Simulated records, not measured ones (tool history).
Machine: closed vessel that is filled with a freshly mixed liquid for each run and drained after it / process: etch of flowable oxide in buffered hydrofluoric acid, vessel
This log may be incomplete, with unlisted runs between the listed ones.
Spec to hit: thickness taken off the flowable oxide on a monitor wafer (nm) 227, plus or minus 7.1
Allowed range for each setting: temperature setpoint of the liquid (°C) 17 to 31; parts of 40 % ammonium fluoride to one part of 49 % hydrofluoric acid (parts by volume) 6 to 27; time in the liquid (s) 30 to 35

run,hour,temperature setpoint of the liquid (°C),parts of 40 % ammonium fluoride to one part of 49 % hydrofluoric acid (parts by volume),time in the liquid (s),thickness taken off the flowable oxide on a monitor wafer (nm)
1,0,23,16.5,35,91.453
2,6.1,23,18.5,35,82.249
3,9.5,23,18.5,30,70.814
4,16.1,24,17,30,82.046
5,22.2,25,15.5,30,93.218
6,26.7,26.5,15.5,30,101.18
7,28.6,26.5,15.5,30,102.98
8,31.7,30.5,10.5,30,184.44
9,36.7,30.5,10,30,194.9
10,37.8,31,7.5,30,259.6
11,40.8,30.5,7.5,30,251.74
12,42.8,30,7.5,30,243.74

Of the 5 settings listed for the next run, only one would bring every result within its allowed miss of target. Which one?
A,44.8,28.5,8,30,?
B,44.8,29.5,8.5,30,?
C,44.8,30,8,30,?
D,44.8,30.5,9,30,?
E,44.8,31,8.5,35,?

move,thickness taken off the flowable oxide on a monitor wafer (nm)
A,211.27
B,208.57
C,228.63
D,206.58
E,263.19
A: takes the biggest miss from the last run beyond its target
B: takes the biggest miss from the last run beyond its target
C: in spec on every target
D: takes the biggest miss from the last run beyond its target
E: moves away from the targets compared with the last run
Go with C: it meets all targets.
